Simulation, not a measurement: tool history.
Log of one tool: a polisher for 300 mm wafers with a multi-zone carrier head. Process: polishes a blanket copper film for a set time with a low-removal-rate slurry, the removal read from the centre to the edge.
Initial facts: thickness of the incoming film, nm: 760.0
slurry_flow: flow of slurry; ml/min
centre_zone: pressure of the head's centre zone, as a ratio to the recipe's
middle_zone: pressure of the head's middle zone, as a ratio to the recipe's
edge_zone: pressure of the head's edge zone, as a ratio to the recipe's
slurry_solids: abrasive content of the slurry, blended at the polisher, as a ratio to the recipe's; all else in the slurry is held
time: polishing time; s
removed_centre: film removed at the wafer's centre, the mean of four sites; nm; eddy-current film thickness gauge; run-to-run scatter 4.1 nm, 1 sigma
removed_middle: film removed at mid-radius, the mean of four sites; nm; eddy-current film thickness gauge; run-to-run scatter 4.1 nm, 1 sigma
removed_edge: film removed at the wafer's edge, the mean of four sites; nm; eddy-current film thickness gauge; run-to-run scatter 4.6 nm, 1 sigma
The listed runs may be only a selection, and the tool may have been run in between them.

run	hour	slurry_flow	centre_zone	middle_zone	edge_zone	slurry_solids	time	removed_centre	removed_middle	removed_edge
1	0	120	1	1	1	1	68	282.52	286.86	282.32
2	1.9	130	0.98	1.03	1.02	1.05	68	290.95	303.22	291.43
3	3	130	0.98	1.03	0.96	1.05	68	295.03	313.55	288.4
4	10.2	130	0.95	1.04	0.97	1.1	68	274.43	317.55	289.45
5	12.8	130	0.95	1.04	1.05	1.1	68	283.58	314.17	299.88
6	17.2	135	0.94	1.05	1.05	1.1	68	281.7	321.99	303.47
7	22.1	140	0.93	1.06	1.05	1.1	68	286.67	321.04	306.13
8	23.6	140	0.92	1.07	1.05	1.1	68	277.13	326.57	293.2
9	32.6	140	0.91	1.07	1.05	1.15	68	275.59	333.05	302.15

Run 10 has not been measured yet. What should we expect?
10	41.5	140	0.91	1.07	1.05	1.15	68	?	?	?

{"run 10": {"removed_centre": 284.51, "removed_middle": 330.01, "removed_edge": 304.79}}
